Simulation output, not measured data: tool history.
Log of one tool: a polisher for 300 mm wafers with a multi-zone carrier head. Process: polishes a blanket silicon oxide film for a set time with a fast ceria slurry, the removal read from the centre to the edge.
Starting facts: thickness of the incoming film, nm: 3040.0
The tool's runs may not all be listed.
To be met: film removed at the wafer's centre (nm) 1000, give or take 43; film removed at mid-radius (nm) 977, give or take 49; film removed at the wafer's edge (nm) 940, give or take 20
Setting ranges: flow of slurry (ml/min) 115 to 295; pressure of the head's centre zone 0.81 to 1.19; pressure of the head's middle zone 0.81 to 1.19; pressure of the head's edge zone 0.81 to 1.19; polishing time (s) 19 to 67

run  hour  flow of slurry (ml/min)  pressure of the head's centre zone  pressure of the head's middle zone  pressure of the head's edge zone  polishing time (s)  film removed at the wafer's centre (nm)  film removed at mid-radius (nm)  film removed at the wafer's edge (nm)
  1     0                      190                                   1                                   1                                 1                  43                                   810.96                           824.34                                 782.54
  2   1.6                      190                                   1                                   1                                 1                  36                                   681.89                           668.44                                 662.47
  3   3.1                      200                                1.02                                1.01                              1.04                  38                                   713.56                           733.81                                 718.91
  4   7.9                      200                                1.02                                1.01                              1.04                  42                                   811.24                           800.18                                 786.87
  5   9.2                      230                                1.02                                1.01                              1.04                  42                                   823.21                           820.41                                 802.11
  6  13.3                      230                                1.02                                1.01                              1.04                  37                                   736.99                           730.69                                 696.96
  7  15.9                      235                                1.04                                1.02                              1.06                  39                                   771.91                           766.58                                 748.54
  8  19.6                      240                                1.06                                1.03                              1.07                  41                                   849.91                           835.22                                 792.16

Consider the 5 candidate settings below. Which is the only one whose results all fall within their allowed miss of target?
  A  23.3                      235                                1.16                                0.82                              1.18                  49                                        ?                                ?                                      ?
  B  23.3                      175                                1.06                                1.04                              1.08                  50                                        ?                                ?                                      ?
  C  23.3                      220                                0.87                                 1.1                              1.18                  46                                        ?                                ?                                      ?
  D  23.3                      225                                1.04                                0.95                              1.12                  35                                        ?                                ?                                      ?
  E  23.3                      170                                0.88                                0.84                              1.19                  46                                        ?                                ?                                      ?

move  film removed at the wafer's centre (nm)  film removed at mid-radius (nm)  film removed at the wafer's edge (nm)
   A                                   1110.4                           812.66                                 1002.8
   B                                   984.67                           966.09                                 942.23
   C                                   773.85                           968.31                                 931.55
   D                                   706.58                           652.23                                 692.95
   E                                   745.37                            740.2                                 909.93
A: takes the result that was furthest off past its target
B: hits every target within its allowed miss
C: brings the last run's worst result on target, with another outside its allowed miss
D: further off than the last run
E: closes in on the targets versus the last run, not all within tolerance yet
Move B is the one to make.

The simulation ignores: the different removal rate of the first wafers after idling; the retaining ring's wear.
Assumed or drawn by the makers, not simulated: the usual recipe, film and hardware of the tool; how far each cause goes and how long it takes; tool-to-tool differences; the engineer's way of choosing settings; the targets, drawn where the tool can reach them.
